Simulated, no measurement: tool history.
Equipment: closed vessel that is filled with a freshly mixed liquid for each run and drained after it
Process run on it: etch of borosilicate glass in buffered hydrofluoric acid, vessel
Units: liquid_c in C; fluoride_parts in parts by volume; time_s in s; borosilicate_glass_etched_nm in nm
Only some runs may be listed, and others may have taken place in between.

run,hour,liquid_c,fluoride_parts,time_s,borosilicate_glass_etched_nm
1,0.0,24.0,23.0,30,14.732
2,3.8,26.0,19.5,30,18.578
3,7.6,22.5,19.5,30,15.124
4,12.5,22.5,19.5,30,15.485
5,21.3,24.5,17.0,30,19.360
6,26.4,24.5,13.0,30,25.332
7,32.7,26.0,12.5,30,28.543

Estimate the outcome of run 8 from the log above:
8,39.7,27.5,12.5,30,?

{"run 8": {"borosilicate_glass_etched_nm": 31.232}}

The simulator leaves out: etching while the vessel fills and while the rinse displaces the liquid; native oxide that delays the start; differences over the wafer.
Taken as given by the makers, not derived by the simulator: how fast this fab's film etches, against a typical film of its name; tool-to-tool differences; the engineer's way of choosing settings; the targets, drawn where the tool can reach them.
